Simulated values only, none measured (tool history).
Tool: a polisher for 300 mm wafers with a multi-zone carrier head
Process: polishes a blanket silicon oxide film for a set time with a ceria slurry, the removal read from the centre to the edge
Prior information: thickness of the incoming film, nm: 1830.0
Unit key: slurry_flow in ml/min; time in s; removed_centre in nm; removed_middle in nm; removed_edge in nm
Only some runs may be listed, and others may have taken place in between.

run    day  slurry_flow  centre_zone  middle_zone  edge_zone  time  removed_centre  removed_middle  removed_edge
  1      0          215            1            1          1    32          112.73          108.35        113.26
  2  0.342          225         1.02            1       1.05    33          119.26          115.46        117.37
  3  0.671          225         1.02            1       1.05    26          94.401          89.882         95.13
  4      1          225         1.02            1       0.99    26            95.3          89.037        92.722
  5  1.279          260         1.02            1       0.99    26          96.725           91.75        93.608
  6  1.571          260         1.02         1.06       0.99    26          97.413           95.75        92.945
  7  1.704          240         1.03         1.02       1.02    29          108.49          104.27        104.04
  8  1.988          215         1.04         0.99       1.05    31          114.45          105.34        111.12
  9  2.192          205         1.04         0.97       1.08    33           120.6          109.02         117.3

Expected results for the next run?
 10  2.254          200         1.04         0.95        1.1    34               ?               ?             ?

{"run 10": {"removed_centre": 123.8, "removed_middle": 108.92, "removed_edge": 124.4}}

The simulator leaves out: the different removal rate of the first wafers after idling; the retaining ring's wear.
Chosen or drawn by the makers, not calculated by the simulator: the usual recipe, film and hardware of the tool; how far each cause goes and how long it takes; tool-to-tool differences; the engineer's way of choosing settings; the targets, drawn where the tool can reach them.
